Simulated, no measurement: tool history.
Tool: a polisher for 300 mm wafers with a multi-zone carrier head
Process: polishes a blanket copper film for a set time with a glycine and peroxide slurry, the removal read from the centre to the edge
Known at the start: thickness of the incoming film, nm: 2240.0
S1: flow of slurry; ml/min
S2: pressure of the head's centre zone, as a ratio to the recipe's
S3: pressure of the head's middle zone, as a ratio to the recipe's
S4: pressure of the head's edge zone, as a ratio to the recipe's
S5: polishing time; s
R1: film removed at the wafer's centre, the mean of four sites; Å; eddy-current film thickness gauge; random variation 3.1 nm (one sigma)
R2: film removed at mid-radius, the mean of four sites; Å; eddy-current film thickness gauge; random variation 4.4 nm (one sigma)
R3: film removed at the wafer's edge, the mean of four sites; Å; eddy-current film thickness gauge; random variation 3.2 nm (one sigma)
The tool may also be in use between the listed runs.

{"run": 1, "hour": 0.0, "S1": 200, "S2": 1.0, "S3": 1.0, "S4": 1.0, "S5": 74, "R1": 4462.6, "R2": 4329.9, "R3": 4339.5}
{"run": 2, "hour": 2.5, "S1": 200, "S2": 1.0, "S3": 1.06, "S4": 1.0, "S5": 74, "R1": 4294.3, "R2": 4631.9, "R3": 4399.7}
{"run": 3, "hour": 4.2, "S1": 200, "S2": 0.98, "S3": 1.05, "S4": 0.97, "S5": 70, "R1": 3972.3, "R2": 4386.6, "R3": 4058.4}
{"run": 4, "hour": 6.4, "S1": 200, "S2": 0.98, "S3": 1.05, "S4": 0.97, "S5": 62, "R1": 3640.3, "R2": 3894.7, "R3": 3650.8}
{"run": 5, "hour": 9.6, "S1": 200, "S2": 0.98, "S3": 1.02, "S4": 0.97, "S5": 62, "R1": 3530.8, "R2": 3885.0, "R3": 3600.6}
{"run": 6, "hour": 15.1, "S1": 200, "S2": 1.05, "S3": 1.02, "S4": 0.97, "S5": 62, "R1": 3831.0, "R2": 3707.7, "R3": 3608.5}
{"run": 7, "hour": 17.3, "S1": 190, "S2": 1.03, "S3": 1.01, "S4": 0.95, "S5": 61, "R1": 3692.3, "R2": 3633.5, "R3": 3512.2}
{"run": 8, "hour": 24.1, "S1": 165, "S2": 0.94, "S3": 1.02, "S4": 0.86, "S5": 57, "R1": 3097.3, "R2": 3303.5, "R3": 3157.0}

The next listed run, before its measurement:
{"run": 9, "hour": 26.3, "S1": 170, "S2": 0.94, "S3": 1.03, "S4": 0.86, "S5": 57, "R1": "?", "R2": "?", "R3": "?"}

{"run 9": {"R1": 3109.6, "R2": 3389.2, "R3": 3206.8}}
